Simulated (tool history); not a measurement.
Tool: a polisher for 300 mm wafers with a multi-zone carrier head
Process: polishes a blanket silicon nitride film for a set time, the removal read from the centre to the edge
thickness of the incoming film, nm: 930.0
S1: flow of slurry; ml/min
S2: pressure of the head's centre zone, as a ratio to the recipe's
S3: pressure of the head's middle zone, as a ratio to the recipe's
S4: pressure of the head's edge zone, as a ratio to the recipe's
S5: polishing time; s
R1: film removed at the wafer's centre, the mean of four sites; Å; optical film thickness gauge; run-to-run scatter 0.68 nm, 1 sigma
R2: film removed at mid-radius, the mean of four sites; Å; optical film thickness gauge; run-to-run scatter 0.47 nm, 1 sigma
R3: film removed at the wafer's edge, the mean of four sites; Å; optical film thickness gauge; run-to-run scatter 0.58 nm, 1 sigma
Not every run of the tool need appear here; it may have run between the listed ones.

run,hour,S1,S2,S3,S4,S5,R1,R2,R3
1,0.0,135,1.00,1.00,1.00,66,949.93,957.53,952.36
2,6.6,130,1.00,0.97,0.98,65,924.02,920.78,917.00
3,14.5,130,1.00,0.88,0.98,65,931.03,862.98,914.14
4,16.0,130,1.00,0.95,0.98,65,925.80,910.58,926.60
5,22.9,130,1.05,0.95,0.98,65,962.56,893.89,926.79
6,25.0,130,1.05,0.95,0.98,74,1109.20,1025.20,1052.00
7,33.1,125,1.05,0.93,0.98,71,1039.80,964.43,974.50

What will run 8 give?
8,36.9,125,1.05,0.93,0.98,71,?,?,?

Run 8 measured R1 1060.00 Å, R2 956.90 Å, R3 993.67 Å.

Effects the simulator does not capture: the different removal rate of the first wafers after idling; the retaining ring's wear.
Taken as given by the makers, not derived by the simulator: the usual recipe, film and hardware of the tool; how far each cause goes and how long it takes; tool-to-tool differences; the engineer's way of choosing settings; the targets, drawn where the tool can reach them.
